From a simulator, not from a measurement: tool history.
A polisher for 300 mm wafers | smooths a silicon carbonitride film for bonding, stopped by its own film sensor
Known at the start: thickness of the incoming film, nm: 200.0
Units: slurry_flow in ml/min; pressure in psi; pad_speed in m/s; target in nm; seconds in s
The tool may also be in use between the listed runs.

run	day	slurry_flow	pressure	pad_speed	slurry_solids	target	seconds
1	0.000	255	1.8	0.84	1.0	158	268.80
2	0.267	255	1.9	0.84	1.0	158	256.78
3	0.512	255	2.0	0.84	1.0	158	245.52
4	0.746	255	1.6	0.84	1.0	158	301.12
5	1.112	255	1.6	0.74	1.0	158	324.14
6	1.346	300	1.6	0.74	1.0	158	324.22
7	1.533	300	1.8	0.74	1.0	158	285.57
8	1.700	305	2.0	0.74	1.0	158	257.28
# day 1.900: slurry blender recalibrated
9	1.900	310	2.1	0.74	1.0	158	220.29
10	2.250	325	2.1	0.74	1.0	158	218.93

Run 11 comes next. What will it give?
11	2.533	335	2.1	0.74	1.0	158	?

seconds: 218.79 s

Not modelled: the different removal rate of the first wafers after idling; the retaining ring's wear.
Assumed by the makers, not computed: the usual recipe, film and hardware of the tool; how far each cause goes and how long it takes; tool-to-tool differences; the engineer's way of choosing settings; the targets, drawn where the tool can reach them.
